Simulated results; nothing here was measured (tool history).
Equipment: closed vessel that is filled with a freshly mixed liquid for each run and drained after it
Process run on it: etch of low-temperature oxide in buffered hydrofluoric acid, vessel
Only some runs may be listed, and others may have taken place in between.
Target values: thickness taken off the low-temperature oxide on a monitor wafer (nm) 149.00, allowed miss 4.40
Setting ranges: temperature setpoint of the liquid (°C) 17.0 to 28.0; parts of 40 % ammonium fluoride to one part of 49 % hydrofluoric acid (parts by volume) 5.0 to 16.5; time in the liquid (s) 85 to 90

run    day  temperature setpoint of the liquid (°C)  parts of 40 % ammonium fluoride to one part of 49 % hydrofluoric acid (parts by volume)  time in the liquid (s)  thickness taken off the low-temperature oxide on a monitor wafer (nm)
  1  0.000                                     20.0                                                                                     10.0                      85                                                                 255.71
  2  0.325                                     20.0                                                                                     12.0                      85                                                                 213.46
  3  0.421                                     19.5                                                                                     12.5                      85                                                                 200.50
  4  0.721                                     17.0                                                                                     12.5                      85                                                                 172.19
  5  1.033                                     19.0                                                                                     12.5                      85                                                                 193.48
  6  1.088                                     19.0                                                                                     12.5                      85                                                                 195.15
  7  1.288                                     18.5                                                                                     13.0                      85                                                                 181.04
  8  1.450                                     17.5                                                                                     14.0                      85                                                                 159.81

Of the 5 settings listed for the next run, only one would bring every result within its allowed miss of target. Which one?
  A  1.612                                     18.0                                                                                     16.5                      90                                                                      ?
  B  1.612                                     18.0                                                                                     15.0                      90                                                                      ?
  C  1.612                                     17.5                                                                                     14.5                      90                                                                      ?
  D  1.612                                     17.0                                                                                     16.0                      85                                                                      ?
  E  1.612                                     17.0                                                                                     15.5                      85                                                                      ?

move  thickness taken off the low-temperature oxide on a monitor wafer (nm)
   A                                                                 148.46
   B                                                                 163.07
   C                                                                 163.87
   D                                                                 136.52
   E                                                                 140.86
A: hits every target within its allowed miss
B: further off than the last run
C: further off than the last run
D: takes the biggest miss from the last run beyond its target
E: takes the biggest miss from the last run beyond its target
A is the move that brings every result within its allowed miss.
